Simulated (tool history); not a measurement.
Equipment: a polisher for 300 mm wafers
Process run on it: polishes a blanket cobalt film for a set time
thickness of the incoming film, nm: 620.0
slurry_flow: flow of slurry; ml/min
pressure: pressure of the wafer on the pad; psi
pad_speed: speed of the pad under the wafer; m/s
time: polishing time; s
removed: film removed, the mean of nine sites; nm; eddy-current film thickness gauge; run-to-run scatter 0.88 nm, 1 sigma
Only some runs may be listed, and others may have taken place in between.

run  hour  slurry_flow  pressure  pad_speed  time  removed
  1     0          175         2       0.88    69   314.03
  2   4.8          170       1.8       0.82    69    260.8
  3   6.5          165       1.6       0.78    69   223.77
  4   8.4          160       1.5       0.74    69   197.24
     12.9  -- head pressure recalibrated
  5  12.9          160       1.5       0.82    69    246.4
  6  14.7          160       1.4       0.76    69   215.32
  7  21.5          160       1.3        0.7    69   185.44
  8  24.3          155       1.2       0.66    69   159.43

For run 9, what comes out?
  9  27.8          150       1.1       0.64    69        ?

Run 9 gave removed 143.9 nm.
